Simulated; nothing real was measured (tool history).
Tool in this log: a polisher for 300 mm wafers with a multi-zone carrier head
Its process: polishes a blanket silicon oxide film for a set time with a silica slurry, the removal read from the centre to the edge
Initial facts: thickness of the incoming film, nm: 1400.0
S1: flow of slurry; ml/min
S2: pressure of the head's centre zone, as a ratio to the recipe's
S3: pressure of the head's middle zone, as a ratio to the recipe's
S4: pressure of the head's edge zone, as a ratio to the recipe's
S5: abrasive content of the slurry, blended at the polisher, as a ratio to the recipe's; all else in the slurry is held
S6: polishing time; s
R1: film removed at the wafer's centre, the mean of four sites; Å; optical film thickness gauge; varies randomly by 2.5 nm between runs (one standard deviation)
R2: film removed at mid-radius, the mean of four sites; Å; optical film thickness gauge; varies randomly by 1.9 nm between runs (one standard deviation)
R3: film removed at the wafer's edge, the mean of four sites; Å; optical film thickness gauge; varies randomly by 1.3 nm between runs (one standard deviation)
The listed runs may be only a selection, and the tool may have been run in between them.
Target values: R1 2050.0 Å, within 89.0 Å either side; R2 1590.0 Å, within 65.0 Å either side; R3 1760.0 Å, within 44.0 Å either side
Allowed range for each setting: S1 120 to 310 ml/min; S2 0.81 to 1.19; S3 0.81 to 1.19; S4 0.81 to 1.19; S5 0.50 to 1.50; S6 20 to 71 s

run 1 day=0.000 | S1=200 S2=1.00 S3=1.00 S4=1.00 S5=1.00 S6=45 | R1=1944.0 R2=1909.7 R3=1932.1
run 2 day=0.096 | S1=190 S2=1.03 S3=0.96 S4=0.98 S5=1.00 S6=45 | R1=1988.2 R2=1789.8 R3=1933.1
run 3 day=0.175 | S1=185 S2=1.05 S3=0.95 S4=0.94 S5=1.00 S6=45 | R1=2027.1 R2=1803.2 R3=1904.2
run 4 day=0.392 | S1=180 S2=1.07 S3=0.93 S4=0.92 S5=0.95 S6=45 | R1=1954.3 R2=1753.2 R3=1820.0
run 5 day=0.762 | S1=180 S2=1.14 S3=0.93 S4=0.92 S5=0.95 S6=45 | R1=2089.4 R2=1721.7 R3=1843.1
run 6 day=0.883 | S1=175 S2=1.15 S3=0.91 S4=0.91 S5=0.95 S6=45 | R1=2086.7 R2=1713.0 R3=1812.4
run 7 day=0.979 | S1=170 S2=1.16 S3=0.89 S4=0.91 S5=0.95 S6=45 | R1=2126.9 R2=1657.0 R3=1795.0
run 8 day=1.308 | S1=165 S2=1.15 S3=0.88 S4=0.91 S5=0.95 S6=45 | R1=2089.8 R2=1596.3 R3=1791.9

Below are 5 possible settings for the next run. Only one of them brings all results inside the allowed miss of their targets. Which is it?
run A day=1.638 | S1=120 S2=1.17 S3=0.91 S4=0.90 S5=0.75 S6=52 | R1=? R2=? R3=?
run B day=1.638 | S1=145 S2=1.07 S3=0.88 S4=0.92 S5=0.85 S6=50 | R1=? R2=? R3=?
run C day=1.638 | S1=155 S2=1.04 S3=0.83 S4=0.93 S5=1.00 S6=45 | R1=? R2=? R3=?
run D day=1.638 | S1=175 S2=1.15 S3=0.83 S4=0.96 S5=1.05 S6=43 | R1=? R2=? R3=?
run E day=1.638 | S1=135 S2=1.07 S3=0.85 S4=0.99 S5=0.90 S6=46 | R1=? R2=? R3=?

move=A R1=2005.7 R2=1580.4 R3=1749.2
move=B R1=1964.8 R2=1645.6 R3=1861.8
move=C R1=1889.0 R2=1558.2 R3=1842.0
move=D R1=2087.8 R2=1551.8 R3=1846.0
move=E R1=1835.9 R2=1501.5 R3=1794.4
A: every result within its allowed miss
B: the biggest miss grows against the last run
C: the biggest miss grows against the last run
D: the biggest miss grows against the last run
E: brings the result that was furthest off to its target, and leaves another outside
Move A is the one to make.
